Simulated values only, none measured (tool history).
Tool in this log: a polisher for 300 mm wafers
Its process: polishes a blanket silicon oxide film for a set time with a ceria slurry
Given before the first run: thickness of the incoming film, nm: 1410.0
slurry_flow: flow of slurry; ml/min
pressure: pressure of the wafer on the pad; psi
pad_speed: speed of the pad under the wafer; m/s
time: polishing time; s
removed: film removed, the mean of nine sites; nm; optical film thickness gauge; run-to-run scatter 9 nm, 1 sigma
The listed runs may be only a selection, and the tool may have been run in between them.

{"run": 1, "hour": 0.0, "slurry_flow": 200, "pressure": 3.8, "pad_speed": 1.28, "time": 70, "removed": 553.17}
{"run": 2, "hour": 2.3, "slurry_flow": 200, "pressure": 4, "pad_speed": 1.28, "time": 70, "removed": 567.97}
{"run": 3, "hour": 7.2, "slurry_flow": 200, "pressure": 4, "pad_speed": 0.98, "time": 70, "removed": 438.81}
{"run": 4, "hour": 8.5, "slurry_flow": 200, "pressure": 4, "pad_speed": 0.98, "time": 70, "removed": 438.64}
{"run": 5, "hour": 15.1, "slurry_flow": 200, "pressure": 4.5, "pad_speed": 1, "time": 70, "removed": 513.04}
{"run": 6, "hour": 16.9, "slurry_flow": 200, "pressure": 4.5, "pad_speed": 1, "time": 73, "removed": 522.95}

Expected results for the next run?
{"run": 7, "hour": 25.5, "slurry_flow": 200, "pressure": 4.8, "pad_speed": 1, "time": 73, "removed": "?"}

{"run 7": {"removed": 550.46}}
